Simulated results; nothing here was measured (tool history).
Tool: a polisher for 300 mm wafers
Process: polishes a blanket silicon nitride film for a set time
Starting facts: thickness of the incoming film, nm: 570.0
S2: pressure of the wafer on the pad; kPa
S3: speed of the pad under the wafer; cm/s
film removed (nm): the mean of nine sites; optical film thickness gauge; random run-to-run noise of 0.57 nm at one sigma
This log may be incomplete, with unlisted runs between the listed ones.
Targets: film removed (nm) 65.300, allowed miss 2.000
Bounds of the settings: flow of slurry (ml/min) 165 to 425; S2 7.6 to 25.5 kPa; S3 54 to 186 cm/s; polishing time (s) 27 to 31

Run 1, hour 0.0: flow of slurry (ml/min) 275, S2 16.5 kPa, S3 118 cm/s, polishing time (s) 31. Result: film removed (nm) 52.127.
Run 2, hour 8.2: flow of slurry (ml/min) 275, S2 17.2 kPa, S3 118 cm/s, polishing time (s) 31. Result: film removed (nm) 53.577.
Run 3, hour 11.3: flow of slurry (ml/min) 275, S2 17.9 kPa, S3 118 cm/s, polishing time (s) 31. Result: film removed (nm) 55.462.
Run 4, hour 17.1: flow of slurry (ml/min) 275, S2 18.6 kPa, S3 118 cm/s, polishing time (s) 31. Result: film removed (nm) 57.406.
Run 5, hour 21.9: flow of slurry (ml/min) 275, S2 15.9 kPa, S3 118 cm/s, polishing time (s) 31. Result: film removed (nm) 49.765.
Run 6, hour 30.2: flow of slurry (ml/min) 275, S2 17.2 kPa, S3 118 cm/s, polishing time (s) 31. Result: film removed (nm) 53.886.
Run 7, hour 35.4: flow of slurry (ml/min) 275, S2 17.9 kPa, S3 118 cm/s, polishing time (s) 31. Result: film removed (nm) 56.447.
Run 8, hour 36.7: flow of slurry (ml/min) 275, S2 18.6 kPa, S3 118 cm/s, polishing time (s) 31. Result: film removed (nm) 57.832.
Run 9, hour 37.5: flow of slurry (ml/min) 275, S2 19.3 kPa, S3 118 cm/s, polishing time (s) 31. Result: film removed (nm) 58.946.
Run 10, hour 43.9: flow of slurry (ml/min) 275, S2 20.0 kPa, S3 118 cm/s, polishing time (s) 31. Result: film removed (nm) 62.312.

Consider the 5 candidate settings below. Which is the only one whose results all fall within their allowed miss of target?
Run A, hour 50.3: flow of slurry (ml/min) 280, S2 25.5 kPa, S3 104 cm/s, polishing time (s) 27. Result: film removed (nm) ?.
Run B, hour 50.3: flow of slurry (ml/min) 205, S2 22.8 kPa, S3 104 cm/s, polishing time (s) 30. Result: film removed (nm) ?.
Run C, hour 50.3: flow of slurry (ml/min) 225, S2 18.6 kPa, S3 142 cm/s, polishing time (s) 28. Result: film removed (nm) ?.
Run D, hour 50.3: flow of slurry (ml/min) 200, S2 21.4 kPa, S3 118 cm/s, polishing time (s) 29. Result: film removed (nm) ?.
Run E, hour 50.3: flow of slurry (ml/min) 255, S2 24.1 kPa, S3 124 cm/s, polishing time (s) 27. Result: film removed (nm) ?.

move  film removed (nm)
   A             61.308
   B             59.294
   C             59.521
   D             59.647
   E             66.402
A: the biggest miss grows against the last run
B: the biggest miss grows against the last run
C: the biggest miss grows against the last run
D: the biggest miss grows against the last run
E: in spec on every target
Move E is the one to make.
